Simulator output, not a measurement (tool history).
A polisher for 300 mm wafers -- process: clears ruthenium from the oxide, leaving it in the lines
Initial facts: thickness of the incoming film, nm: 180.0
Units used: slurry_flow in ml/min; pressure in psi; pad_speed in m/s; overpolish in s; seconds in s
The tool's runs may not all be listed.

run 1 hour=0 | slurry_flow=160 pressure=2.1 pad_speed=1.22 overpolish=8 | seconds=146.4
run 2 hour=3.2 | slurry_flow=160 pressure=2 pad_speed=1.22 overpolish=8 | seconds=150.95
run 3 hour=3.7 | slurry_flow=160 pressure=1.9 pad_speed=1.22 overpolish=8 | seconds=159.6
run 4 hour=7.3 | slurry_flow=160 pressure=1.8 pad_speed=1.22 overpolish=8 | seconds=169.17
run 5 hour=14.4 | slurry_flow=160 pressure=2.1 pad_speed=1.22 overpolish=8 | seconds=143.03
run 6 hour=20.2 | slurry_flow=160 pressure=2 pad_speed=1.22 overpolish=8 | seconds=152.18
run 7 hour=28.3 | slurry_flow=160 pressure=1.9 pad_speed=1.22 overpolish=8 | seconds=155.7

Expected results for the next run?
run 8 hour=36 | slurry_flow=160 pressure=1.8 pad_speed=1.22 overpolish=8 | seconds=?

seconds: 167.5 s

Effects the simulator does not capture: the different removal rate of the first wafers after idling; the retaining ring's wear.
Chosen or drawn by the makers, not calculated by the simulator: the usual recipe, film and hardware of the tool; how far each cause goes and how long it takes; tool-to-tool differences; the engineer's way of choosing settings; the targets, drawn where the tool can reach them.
